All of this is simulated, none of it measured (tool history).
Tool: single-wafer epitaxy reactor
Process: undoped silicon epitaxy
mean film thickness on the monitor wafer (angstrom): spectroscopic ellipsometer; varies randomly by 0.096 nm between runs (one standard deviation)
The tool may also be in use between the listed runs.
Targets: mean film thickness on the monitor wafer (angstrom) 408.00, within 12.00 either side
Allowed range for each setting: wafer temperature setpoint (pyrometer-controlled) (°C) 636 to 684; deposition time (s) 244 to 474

run,hour,wafer temperature setpoint (pyrometer-controlled) (°C),deposition time (s),mean film thickness on the monitor wafer (angstrom)
1,0.0,660,359,738.05
2,8.2,656,354,663.24
3,14.0,653,351,612.19
4,20.6,650,350,566.73
5,26.1,648,349,537.16
6,28.0,646,349,516.07
7,32.0,644,349,491.54
8,39.6,636,343,395.40

Which of these 5 next moves meets every target?
A,47.2,639,331,?
B,47.2,644,264,?
C,47.2,636,338,?
D,47.2,636,326,?
E,47.2,637,325,?

move,mean film thickness on the monitor wafer (angstrom)
A,413.68
B,372.72
C,392.35
D,378.42
E,386.68
A: each result inside its tolerance
B: its largest miss is bigger than the last run's
C: its largest miss is bigger than the last run's
D: its largest miss is bigger than the last run's
E: its largest miss is bigger than the last run's
Go with A: it meets all targets.

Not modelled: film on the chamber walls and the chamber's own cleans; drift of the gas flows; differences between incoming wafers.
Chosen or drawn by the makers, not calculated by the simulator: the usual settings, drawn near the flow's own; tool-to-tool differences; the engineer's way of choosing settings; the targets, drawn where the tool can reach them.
